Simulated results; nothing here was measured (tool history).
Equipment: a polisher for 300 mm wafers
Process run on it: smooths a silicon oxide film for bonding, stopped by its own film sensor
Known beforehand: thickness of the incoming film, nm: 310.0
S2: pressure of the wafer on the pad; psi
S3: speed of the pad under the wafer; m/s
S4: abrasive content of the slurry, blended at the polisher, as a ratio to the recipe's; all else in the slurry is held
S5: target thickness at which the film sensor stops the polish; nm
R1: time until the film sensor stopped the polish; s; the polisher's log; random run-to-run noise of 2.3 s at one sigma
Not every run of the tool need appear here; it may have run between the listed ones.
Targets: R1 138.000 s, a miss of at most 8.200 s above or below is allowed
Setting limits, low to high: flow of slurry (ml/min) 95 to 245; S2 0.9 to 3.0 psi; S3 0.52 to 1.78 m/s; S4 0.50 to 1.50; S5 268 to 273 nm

run 1 hour=0.0 | flow_of_slurry_(ml/min)=155 S2=1.9 S3=1.14 S4=1.00 S5=268 | R1=58.671
run 2 hour=3.9 | flow_of_slurry_(ml/min)=155 S2=2.2 S3=1.14 S4=1.00 S5=268 | R1=51.026
run 3 hour=7.5 | flow_of_slurry_(ml/min)=155 S2=2.0 S3=1.14 S4=1.00 S5=268 | R1=54.739
run 4 hour=14.2 | flow_of_slurry_(ml/min)=150 S2=1.7 S3=0.96 S4=0.95 S5=268 | R1=74.618
run 5 hour=19.4 | flow_of_slurry_(ml/min)=150 S2=1.5 S3=0.86 S4=0.95 S5=268 | R1=87.900
run 6 hour=20.7 | flow_of_slurry_(ml/min)=150 S2=1.3 S3=0.80 S4=0.95 S5=268 | R1=107.990
run 7 hour=24.3 | flow_of_slurry_(ml/min)=150 S2=1.2 S3=0.80 S4=0.95 S5=268 | R1=113.450
run 8 hour=25.4 | flow_of_slurry_(ml/min)=150 S2=1.1 S3=0.80 S4=0.95 S5=268 | R1=124.320
run 9 hour=28.8 | flow_of_slurry_(ml/min)=150 S2=1.0 S3=0.80 S4=0.95 S5=268 | R1=124.830

Which one of the following 4 next-run settings gets every result inside its allowed miss? There is exactly one.
run A hour=32.2 | flow_of_slurry_(ml/min)=205 S2=1.3 S3=0.70 S4=0.75 S5=272 | R1=?
run B hour=32.2 | flow_of_slurry_(ml/min)=160 S2=1.3 S3=0.76 S4=0.90 S5=270 | R1=?
run C hour=32.2 | flow_of_slurry_(ml/min)=150 S2=0.9 S3=0.80 S4=1.00 S5=268 | R1=?
run D hour=32.2 | flow_of_slurry_(ml/min)=155 S2=1.0 S3=0.88 S4=0.90 S5=270 | R1=?

move=A R1=109.270
move=B R1=104.460
move=C R1=135.330
move=D R1=115.260
A: its largest miss is bigger than the last run's
B: its largest miss is bigger than the last run's
C: each result inside its tolerance
D: its largest miss is bigger than the last run's
Move C is the one to make.
